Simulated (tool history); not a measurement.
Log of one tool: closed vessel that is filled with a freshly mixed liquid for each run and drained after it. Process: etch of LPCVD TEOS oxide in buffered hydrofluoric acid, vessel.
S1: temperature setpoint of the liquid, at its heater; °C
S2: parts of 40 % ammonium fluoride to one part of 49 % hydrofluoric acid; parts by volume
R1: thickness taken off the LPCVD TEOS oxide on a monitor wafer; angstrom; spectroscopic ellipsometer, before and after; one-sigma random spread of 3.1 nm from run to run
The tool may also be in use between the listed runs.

{"run": 1, "hour": 0.0, "S1": 24, "S2": 15.5, "time in the liquid (s)": 90, "R1": 1992.8}
{"run": 2, "hour": 6.6, "S1": 27, "S2": 15.5, "time in the liquid (s)": 90, "R1": 2364.9}
{"run": 3, "hour": 7.8, "S1": 24.5, "S2": 15.5, "time in the liquid (s)": 90, "R1": 2072.7}
{"run": 4, "hour": 16.1, "S1": 26.5, "S2": 14, "time in the liquid (s)": 90, "R1": 2509.7}
{"run": 5, "hour": 19.8, "S1": 28, "S2": 12.5, "time in the liquid (s)": 90, "R1": 3077.6}
{"run": 6, "hour": 23.3, "S1": 29, "S2": 12, "time in the liquid (s)": 90, "R1": 3392.3}
{"run": 7, "hour": 31.9, "S1": 30, "S2": 11.5, "time in the liquid (s)": 90, "R1": 3674.4}
{"run": 8, "hour": 36.9, "S1": 30.5, "S2": 11, "time in the liquid (s)": 90, "R1": 3953.3}
{"run": 9, "hour": 38.7, "S1": 31, "S2": 11, "time in the liquid (s)": 90, "R1": 4038.3}

Estimate the outcome of run 10 from the log above:
{"run": 10, "hour": 46.5, "S1": 31.5, "S2": 11, "time in the liquid (s)": 90, "R1": "?"}

R1: 4137.4 angstrom
